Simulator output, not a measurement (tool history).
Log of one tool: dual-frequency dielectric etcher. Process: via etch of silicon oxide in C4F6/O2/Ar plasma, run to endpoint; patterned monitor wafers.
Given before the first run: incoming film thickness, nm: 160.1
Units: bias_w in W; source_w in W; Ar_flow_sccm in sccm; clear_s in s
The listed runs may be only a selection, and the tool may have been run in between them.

run	day	bias_w	source_w	Ar_flow_sccm	clear_s
1	0	534	250	286	44.265
2	0.358	534	250	313	44.699
3	0.492	561	260	310	43.143
4	0.775	584	270	308	42.13
5	0.838	584	270	267	41.65
6	1.038	584	270	296	41.352
7	1.083	604	270	295	41.188
8	1.154	622	280	293	39.909

Run 9 has not been measured yet. What should we expect?
9	1.279	638	280	292	?

Run 9 yielded clear_s 39.667 s.

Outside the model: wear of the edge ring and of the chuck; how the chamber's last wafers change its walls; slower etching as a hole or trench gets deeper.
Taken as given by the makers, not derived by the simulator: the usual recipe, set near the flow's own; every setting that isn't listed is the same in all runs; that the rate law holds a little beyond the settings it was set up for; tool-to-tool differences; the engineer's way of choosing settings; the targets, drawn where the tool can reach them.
